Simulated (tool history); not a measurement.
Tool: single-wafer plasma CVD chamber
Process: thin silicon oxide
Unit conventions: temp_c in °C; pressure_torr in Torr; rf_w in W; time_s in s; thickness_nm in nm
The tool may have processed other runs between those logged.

run 1 day=0 | temp_c=380 pressure_torr=0.68 rf_w=230 time_s=5.89 | thickness_nm=8.5304
run 2 day=0.362 | temp_c=380 pressure_torr=0.61 rf_w=230 time_s=5.89 | thickness_nm=7.7456
run 3 day=0.383 | temp_c=380 pressure_torr=0.555 rf_w=225 time_s=5.89 | thickness_nm=6.941
run 4 day=0.588 | temp_c=380 pressure_torr=0.521 rf_w=225 time_s=5.89 | thickness_nm=6.4921
run 5 day=0.917 | temp_c=380 pressure_torr=0.521 rf_w=225 time_s=5.89 | thickness_nm=6.4783
run 6 day=0.962 | temp_c=371 pressure_torr=0.521 rf_w=225 time_s=5.89 | thickness_nm=6.5516
run 7 day=1.042 | temp_c=371 pressure_torr=0.411 rf_w=225 time_s=5.89 | thickness_nm=5.129

What does the tool deliver on the next run?
run 8 day=1.221 | temp_c=371 pressure_torr=0.424 rf_w=225 time_s=5.89 | thickness_nm=?

Run 8 came out at thickness_nm 5.3556 nm.
